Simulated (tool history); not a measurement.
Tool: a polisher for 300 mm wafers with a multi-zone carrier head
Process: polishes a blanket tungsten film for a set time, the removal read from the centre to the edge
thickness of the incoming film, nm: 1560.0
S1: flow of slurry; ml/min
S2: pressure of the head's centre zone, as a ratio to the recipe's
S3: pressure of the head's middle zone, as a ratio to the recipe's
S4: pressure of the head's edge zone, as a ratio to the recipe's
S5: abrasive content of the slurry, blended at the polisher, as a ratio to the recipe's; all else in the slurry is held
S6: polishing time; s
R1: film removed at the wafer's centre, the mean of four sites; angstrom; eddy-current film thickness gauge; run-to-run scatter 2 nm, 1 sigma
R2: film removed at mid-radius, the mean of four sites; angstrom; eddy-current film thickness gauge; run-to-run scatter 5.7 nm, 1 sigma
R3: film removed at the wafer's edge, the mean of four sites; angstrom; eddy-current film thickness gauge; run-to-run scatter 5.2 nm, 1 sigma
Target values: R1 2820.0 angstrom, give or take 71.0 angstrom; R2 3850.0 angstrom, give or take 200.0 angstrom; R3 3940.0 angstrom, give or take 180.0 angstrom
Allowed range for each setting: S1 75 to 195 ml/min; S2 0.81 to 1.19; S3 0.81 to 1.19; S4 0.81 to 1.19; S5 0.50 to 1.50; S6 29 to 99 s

run,hour,S1,S2,S3,S4,S5,S6,R1,R2,R3
1,0.0,125,1.00,1.00,1.00,1.00,64,3026.1,3038.5,3029.4
2,0.6,155,1.00,1.00,1.00,1.00,64,3190.2,3306.9,3219.1
3,7.9,155,1.04,1.00,1.00,1.00,64,3319.8,3179.5,3222.0
4,16.3,155,1.04,1.00,1.00,1.20,64,3447.2,3426.1,3348.8
5,20.3,155,1.11,1.00,1.00,1.20,64,3705.9,3415.6,3370.4
6,26.5,135,1.02,1.01,1.06,1.25,66,3358.1,3405.0,3509.6
7,28.2,125,0.96,1.04,1.09,1.30,67,3263.3,3652.8,3577.6
8,34.3,110,0.92,1.04,1.12,1.35,68,3028.1,3483.2,3689.7

4 next moves are on the table. One of them brings every result within its allowed miss. Which?
A,40.4,120,0.91,1.03,1.16,1.40,69,?,?,?
B,40.4,130,1.00,1.04,1.07,1.30,61,?,?,?
C,40.4,100,0.81,1.07,1.16,1.35,74,?,?,?
D,40.4,105,0.88,1.07,1.02,1.15,72,?,?,?

move,R1,R2,R3
A,3170.9,3680.6,3877.9
B,3094.0,3277.0,3272.7
C,2820.0,3812.0,3972.9
D,2913.5,3613.2,3512.8
A: misses by more than the last run did
B: misses by more than the last run did
C: all results in spec
D: nearer than the last run, and not there yet
Move C is the one to make.
